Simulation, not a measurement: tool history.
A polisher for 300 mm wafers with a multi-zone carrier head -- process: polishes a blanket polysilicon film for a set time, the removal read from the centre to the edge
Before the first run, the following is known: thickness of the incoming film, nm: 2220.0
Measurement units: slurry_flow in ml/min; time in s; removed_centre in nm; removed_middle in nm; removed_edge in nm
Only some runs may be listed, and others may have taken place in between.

run,hour,slurry_flow,centre_zone,middle_zone,edge_zone,time,removed_centre,removed_middle,removed_edge
1,0,235,1,1,1,64,443.35,420.05,422.56
2,0.5,230,0.97,1,0.97,60,403.19,393.7,388.71
3,5.6,230,0.97,1,0.9,60,404.19,398.03,379.8
4,11.6,230,0.93,1,0.9,60,388.26,390.97,380.78
5,17.8,230,0.93,0.93,0.9,60,388.65,380.69,374.97
6,18.8,205,0.93,0.93,0.9,60,377.83,365.97,372.72
7,22.5,210,0.91,0.94,0.89,56,350.02,351.54,349.45
8,23.1,210,0.9,0.95,0.88,53,327.82,328.97,327.77
9,24.5,210,0.88,0.97,0.87,51,304.44,321.68,317.5
10,26.2,210,0.88,0.97,0.87,51,311.49,322.73,314.9
11,29.7,205,0.87,0.98,0.86,50,298.86,323.26,306.18
12,34.9,200,0.86,0.98,0.85,49,288.73,309.23,298.4
# hour 35.5: centre zone pressure recalibrated
13,35.5,195,0.85,0.99,0.84,48,263.41,302.28,289.54
14,41.9,195,0.86,0.99,0.83,47,264.46,302.32,283.12
15,49.9,190,0.87,0.99,0.83,47,268.08,300.38,281.78

For run 16, what comes out?
16,57.3,185,0.87,0.99,0.83,47,?,?,?

For run 16 the tool returned removed_centre 265.76 nm, removed_middle 297.18 nm, removed_edge 281.94 nm.
